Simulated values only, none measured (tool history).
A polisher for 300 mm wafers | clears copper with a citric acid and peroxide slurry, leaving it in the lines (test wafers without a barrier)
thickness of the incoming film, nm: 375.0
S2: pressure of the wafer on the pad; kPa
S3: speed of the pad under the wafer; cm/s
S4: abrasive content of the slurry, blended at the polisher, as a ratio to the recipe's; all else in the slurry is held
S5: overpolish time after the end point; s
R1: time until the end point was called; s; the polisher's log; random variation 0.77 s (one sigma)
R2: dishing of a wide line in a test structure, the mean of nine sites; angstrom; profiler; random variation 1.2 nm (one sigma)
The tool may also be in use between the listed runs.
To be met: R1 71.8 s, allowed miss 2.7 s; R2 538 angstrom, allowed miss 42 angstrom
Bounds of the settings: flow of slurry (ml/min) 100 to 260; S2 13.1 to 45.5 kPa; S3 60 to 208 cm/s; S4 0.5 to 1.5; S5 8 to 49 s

{"run": 1, "hour": 0.0, "flow of slurry (ml/min)": 165, "S2": 29, "S3": 134, "S4": 1, "S5": 25, "R1": 93.767, "R2": 499.09}
{"run": 2, "hour": 6.5, "flow of slurry (ml/min)": 170, "S2": 30.3, "S3": 134, "S4": 1, "S5": 24, "R1": 90.602, "R2": 536.2}
{"run": 3, "hour": 9.5, "flow of slurry (ml/min)": 170, "S2": 30.3, "S3": 134, "S4": 1.1, "S5": 24, "R1": 87.614, "R2": 541.98}
{"run": 4, "hour": 11.0, "flow of slurry (ml/min)": 170, "S2": 30.3, "S3": 118, "S4": 1.1, "S5": 24, "R1": 101.61, "R2": 490.89}
{"run": 5, "hour": 11.7, "flow of slurry (ml/min)": 170, "S2": 30.3, "S3": 118, "S4": 1.2, "S5": 24, "R1": 98.141, "R2": 495.24}
{"run": 6, "hour": 13.9, "flow of slurry (ml/min)": 130, "S2": 30.3, "S3": 118, "S4": 1.2, "S5": 24, "R1": 100.62, "R2": 506.71}
{"run": 7, "hour": 19.6, "flow of slurry (ml/min)": 130, "S2": 32.4, "S3": 118, "S4": 1.2, "S5": 22, "R1": 97.005, "R2": 482.93}
{"run": 8, "hour": 20.6, "flow of slurry (ml/min)": 135, "S2": 34.5, "S3": 118, "S4": 1.2, "S5": 21, "R1": 89.321, "R2": 488.18}
{"run": 9, "hour": 26.3, "flow of slurry (ml/min)": 140, "S2": 35.9, "S3": 118, "S4": 1.2, "S5": 21, "R1": 86.101, "R2": 518.18}
{"run": 10, "hour": 27.7, "flow of slurry (ml/min)": 145, "S2": 37.2, "S3": 118, "S4": 1.2, "S5": 20, "R1": 83.432, "R2": 531.53}
{"run": 11, "hour": 36.6, "flow of slurry (ml/min)": 150, "S2": 42.7, "S3": 120, "S4": 1.2, "S5": 14, "R1": 70.894, "R2": 446.79}
{"run": 12, "hour": 39.9, "flow of slurry (ml/min)": 150, "S2": 42.7, "S3": 120, "S4": 1.2, "S5": 15, "R1": 70.54, "R2": 473.18}
{"run": 13, "hour": 43.8, "flow of slurry (ml/min)": 150, "S2": 42.7, "S3": 120, "S4": 1.2, "S5": 15, "R1": 70.011, "R2": 484.76}
{"run": 14, "hour": 52.0, "flow of slurry (ml/min)": 150, "S2": 42.7, "S3": 120, "S4": 1.2, "S5": 16, "R1": 68.446, "R2": 478.44}

Which of these 4 next moves meets every target?
{"run": "A", "hour": 60.2, "flow of slurry (ml/min)": 135, "S2": 42.7, "S3": 118, "S4": 1.25, "S5": 19, "R1": "?", "R2": "?"}
{"run": "B", "hour": 60.2, "flow of slurry (ml/min)": 135, "S2": 42.7, "S3": 116, "S4": 1.25, "S5": 14, "R1": "?", "R2": "?"}
{"run": "C", "hour": 60.2, "flow of slurry (ml/min)": 155, "S2": 37.2, "S3": 154, "S4": 1.05, "S5": 14, "R1": "?", "R2": "?"}
{"run": "D", "hour": 60.2, "flow of slurry (ml/min)": 165, "S2": 42.7, "S3": 124, "S4": 1.25, "S5": 13, "R1": "?", "R2": "?"}

move=A R1=70.919 R2=552.7
move=B R1=72.105 R2=436.29
move=C R1=64.442 R2=471.37
move=D R1=66.291 R2=439.6
A: meets every target
B: further off than the last run
C: further off than the last run
D: further off than the last run
The right move is A.
